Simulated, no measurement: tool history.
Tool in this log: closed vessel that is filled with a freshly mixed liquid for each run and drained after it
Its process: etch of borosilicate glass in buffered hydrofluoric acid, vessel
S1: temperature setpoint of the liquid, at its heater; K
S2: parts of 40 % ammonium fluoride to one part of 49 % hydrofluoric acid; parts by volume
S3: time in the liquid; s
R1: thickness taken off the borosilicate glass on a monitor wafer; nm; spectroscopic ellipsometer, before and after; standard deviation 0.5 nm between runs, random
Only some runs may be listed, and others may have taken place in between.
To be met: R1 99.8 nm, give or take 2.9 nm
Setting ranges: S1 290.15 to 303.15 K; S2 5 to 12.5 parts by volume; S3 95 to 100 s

Run 1, hour 0: S1 295.15 K, S2 7.5 parts by volume, S3 95 s. Result: R1 142.43 nm.
Run 2, hour 4.1: S1 293.65 K, S2 7.5 parts by volume, S3 95 s. Result: R1 130.22 nm.
Run 3, hour 6.1: S1 293.65 K, S2 7.5 parts by volume, S3 100 s. Result: R1 136.6 nm.
Run 4, hour 13.1: S1 293.65 K, S2 7.5 parts by volume, S3 95 s. Result: R1 129.44 nm.
Run 5, hour 20.4: S1 293.65 K, S2 7.5 parts by volume, S3 95 s. Result: R1 131.09 nm.
Run 6, hour 23.4: S1 293.65 K, S2 7.5 parts by volume, S3 95 s. Result: R1 130.25 nm.
Run 7, hour 27: S1 292.65 K, S2 7.5 parts by volume, S3 95 s. Result: R1 123.77 nm.
Run 8, hour 28.6: S1 292.15 K, S2 7.5 parts by volume, S3 95 s. Result: R1 119.91 nm.
Run 9, hour 30.1: S1 291.65 K, S2 7.5 parts by volume, S3 95 s. Result: R1 117.05 nm.
Run 10, hour 35.8: S1 291.15 K, S2 7.5 parts by volume, S3 95 s. Result: R1 112.85 nm.
Run 11, hour 44.6: S1 291.15 K, S2 7.5 parts by volume, S3 95 s. Result: R1 113.36 nm.

Exactly one of the 4 candidate moves below puts every result within its allowed miss. Which one?
Run A, hour 53.4: S1 290.15 K, S2 8 parts by volume, S3 95 s. Result: R1 ?.
Run B, hour 53.4: S1 290.15 K, S2 8 parts by volume, S3 100 s. Result: R1 ?.
Run C, hour 53.4: S1 291.15 K, S2 8.5 parts by volume, S3 100 s. Result: R1 ?.
Run D, hour 53.4: S1 290.15 K, S2 8.5 parts by volume, S3 95 s. Result: R1 ?.

move      R1
   A  100.12
   B  105.38
   C  104.16
   D  93.612
A: meets every target
B: gains on the last run, yet a result remains outside its allowed miss
C: gains on the last run, yet a result remains outside its allowed miss
D: pushes the last run's worst result past its target
A meets every target.

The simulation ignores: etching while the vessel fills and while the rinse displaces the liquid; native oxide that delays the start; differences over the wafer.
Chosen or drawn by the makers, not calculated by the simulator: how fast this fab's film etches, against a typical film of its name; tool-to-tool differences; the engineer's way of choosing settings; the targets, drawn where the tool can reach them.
